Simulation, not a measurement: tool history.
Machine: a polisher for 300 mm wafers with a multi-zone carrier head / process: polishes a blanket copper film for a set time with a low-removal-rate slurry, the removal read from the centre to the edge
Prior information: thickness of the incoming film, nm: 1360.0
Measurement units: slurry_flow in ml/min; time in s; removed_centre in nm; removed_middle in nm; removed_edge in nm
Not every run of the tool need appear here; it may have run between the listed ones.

run,hour,slurry_flow,centre_zone,middle_zone,edge_zone,slurry_solids,time,removed_centre,removed_middle,removed_edge
1,0,165,1,1,1,1,76,151.38,137.42,137.67
2,3,165,1,1,1,1.2,76,159.09,146.14,141.8
3,9,170,0.98,1.01,1.05,1.3,82,173.7,159.97,163.57
4,13.7,170,0.98,1.01,1.12,1.3,82,175.91,164.27,166.69
5,19.7,170,1.01,1.01,1.12,1.3,82,181.63,161.87,173.51
6,24.8,170,1.01,1.01,1.19,1.3,82,179.55,163.58,177.65
7,26.4,170,0.99,1.03,1.19,1.35,86,185.96,174.16,184.46
8,32.1,175,0.96,1.04,1.19,1.4,90,193.72,184.32,198.63

Run 9 has not been measured yet. What should we expect?
# hour 39.5: centre zone pressure recalibrated
9,39.5,175,0.96,1.04,1.19,1.4,90,?,?,?

removed_centre: 178.1 nm
removed_middle: 186.85 nm
removed_edge: 198.7 nm
